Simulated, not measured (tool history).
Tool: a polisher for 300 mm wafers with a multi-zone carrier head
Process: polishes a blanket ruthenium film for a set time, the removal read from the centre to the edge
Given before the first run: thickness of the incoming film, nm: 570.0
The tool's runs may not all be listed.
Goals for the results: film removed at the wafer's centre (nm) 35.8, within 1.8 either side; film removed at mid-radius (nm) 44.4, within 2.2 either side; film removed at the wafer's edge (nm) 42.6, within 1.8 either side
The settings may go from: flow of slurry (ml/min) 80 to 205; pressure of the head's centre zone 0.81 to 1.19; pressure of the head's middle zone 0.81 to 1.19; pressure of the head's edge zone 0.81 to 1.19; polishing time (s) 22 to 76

| run | hour | flow of slurry (ml/min) | pressure of the head's centre zone | pressure of the head's middle zone | pressure of the head's edge zone | polishing time (s) | film removed at the wafer's centre (nm) | film removed at mid-radius (nm) | film removed at the wafer's edge (nm) |
|---|---|---|---|---|---|---|---|---|---|
| 1 | 0 | 135 | 1 | 1 | 1 | 49 | 52.538 | 52.336 | 52.819 |
| 2 | 0.9 | 105 | 1 | 1 | 1 | 49 | 48.459 | 48.141 | 49.004 |
| 3 | 7.9 | 105 | 0.92 | 1 | 1 | 49 | 44.673 | 48.577 | 50.006 |
| 4 | 10.1 | 100 | 0.9 | 1.01 | 0.98 | 48 | 42.19 | 47.422 | 46.932 |
| 5 | 17.6 | 95 | 0.88 | 1.01 | 0.97 | 47 | 40.154 | 45.729 | 45.5 |
| 6 | 23.5 | 90 | 0.86 | 1.02 | 0.96 | 47 | 38.269 | 44.347 | 44.966 |
| 7 | 29.7 | 90 | 0.85 | 1.04 | 0.95 | 47 | 36.292 | 45.146 | 44.123 |
| 8 | 30.7 | 90 | 0.85 | 1.04 | 0.94 | 47 | 37.087 | 45.445 | 45.178 |

Exercise: of the 5 proposed moves below, exactly one satisfies all targets within the stated allowed misses. Which move is it?
| A | 31.7 | 105 | 0.85 | 1.04 | 0.93 | 43 | ? | ? | ? |
| B | 31.7 | 90 | 0.83 | 0.93 | 1.05 | 49 | ? | ? | ? |
| C | 31.7 | 85 | 0.81 | 1.11 | 0.92 | 49 | ? | ? | ? |
| D | 31.7 | 100 | 0.84 | 0.96 | 0.92 | 49 | ? | ? | ? |
| E | 31.7 | 80 | 0.81 | 1 | 0.98 | 50 | ? | ? | ? |

| move | film removed at the wafer's centre (nm) | film removed at mid-radius (nm) | film removed at the wafer's edge (nm) |
|---|---|---|---|
| A | 37.012 | 44.179 | 41.809 |
| B | 38.898 | 43.642 | 48.951 |
| C | 37.119 | 49.692 | 45.234 |
| D | 40.962 | 46.378 | 46.989 |
| E | 36.852 | 45.347 | 46.923 |
A: every result lands within tolerance
B: the biggest miss grows against the last run
C: the biggest miss grows against the last run
D: the biggest miss grows against the last run
E: the biggest miss grows against the last run
Answer: A
